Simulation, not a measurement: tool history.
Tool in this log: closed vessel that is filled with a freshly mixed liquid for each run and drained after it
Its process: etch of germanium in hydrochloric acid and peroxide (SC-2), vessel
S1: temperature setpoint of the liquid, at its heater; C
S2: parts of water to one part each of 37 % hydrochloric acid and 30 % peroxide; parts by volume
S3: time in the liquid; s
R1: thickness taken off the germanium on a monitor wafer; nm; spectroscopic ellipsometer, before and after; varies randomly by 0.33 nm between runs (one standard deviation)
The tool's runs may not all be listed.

Run 1, day 0.000: S1 56.0 C, S2 6.5 parts by volume, S3 30 s. Result: R1 47.269 nm.
Run 2, day 0.183: S1 54.0 C, S2 6.5 parts by volume, S3 30 s. Result: R1 44.594 nm.
Run 3, day 0.233: S1 54.0 C, S2 5.0 parts by volume, S3 30 s. Result: R1 44.638 nm.
Run 4, day 0.462: S1 54.0 C, S2 5.0 parts by volume, S3 30 s. Result: R1 44.318 nm.
Run 5, day 0.567: S1 52.5 C, S2 5.0 parts by volume, S3 30 s. Result: R1 42.818 nm.
Run 6, day 0.712: S1 52.5 C, S2 4.0 parts by volume, S3 30 s. Result: R1 43.372 nm.

What does the tool deliver on the next run?
Run 7, day 0.971: S1 51.5 C, S2 4.0 parts by volume, S3 30 s. Result: R1 ?.

R1: 41.602 nm
